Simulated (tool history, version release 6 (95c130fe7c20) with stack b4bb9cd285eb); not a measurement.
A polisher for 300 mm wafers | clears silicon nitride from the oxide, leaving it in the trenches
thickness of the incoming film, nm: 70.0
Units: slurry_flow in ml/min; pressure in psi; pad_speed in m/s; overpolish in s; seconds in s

| run | day | slurry_flow | pressure | pad_speed | overpolish | seconds |
|---|---|---|---|---|---|---|
| 1 | 0 | 175 | 3.2 | 1 | 29 | 63.347 |
| 2 | 0.362 | 180 | 3.3 | 1 | 29 | 60.53 |
| 3 | 0.704 | 185 | 3.4 | 1 | 29 | 59.296 |
| 4 | 0.733 | 185 | 3.5 | 1 | 29 | 57.958 |
| 5 | 0.938 | 185 | 3.5 | 0.78 | 29 | 73.706 |
| 6 | 1.129 | 185 | 3.7 | 0.78 | 29 | 71.09 |
| 7 | 1.379 | 190 | 3.9 | 0.78 | 29 | 67.431 |

Run 8 comes next. What will it give?
| 8 | 1.608 | 190 | 4.1 | 0.78 | 29 | ? |

{"run 8": {"seconds": 64.322}}

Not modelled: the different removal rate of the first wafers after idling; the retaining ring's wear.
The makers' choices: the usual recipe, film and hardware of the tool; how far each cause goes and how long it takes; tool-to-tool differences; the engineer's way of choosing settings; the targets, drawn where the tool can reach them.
